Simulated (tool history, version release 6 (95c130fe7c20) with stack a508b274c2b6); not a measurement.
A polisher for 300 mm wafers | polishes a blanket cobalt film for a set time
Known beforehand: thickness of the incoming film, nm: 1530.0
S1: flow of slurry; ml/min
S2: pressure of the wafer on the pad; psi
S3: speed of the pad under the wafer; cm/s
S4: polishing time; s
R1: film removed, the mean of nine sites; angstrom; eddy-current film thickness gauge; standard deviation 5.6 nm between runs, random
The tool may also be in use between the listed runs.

run,hour,S1,S2,S3,S4,R1
1,0,135,1.9,108,57,3217.4
2,6.1,135,2,108,57,3351.4
3,13.7,110,2,108,57,3208.5
4,15.6,115,2.1,108,57,3370.6
5,20.4,115,2.1,108,52,3028
6,21.8,120,2.2,110,52,3290.2
7,25.7,125,2.3,112,52,3483.5
8,27.3,125,2.9,132,53,5235.2

Predict the results of run 9:
9,35,130,2.9,132,53,?

{"run 9": {"R1": 5228.2}}

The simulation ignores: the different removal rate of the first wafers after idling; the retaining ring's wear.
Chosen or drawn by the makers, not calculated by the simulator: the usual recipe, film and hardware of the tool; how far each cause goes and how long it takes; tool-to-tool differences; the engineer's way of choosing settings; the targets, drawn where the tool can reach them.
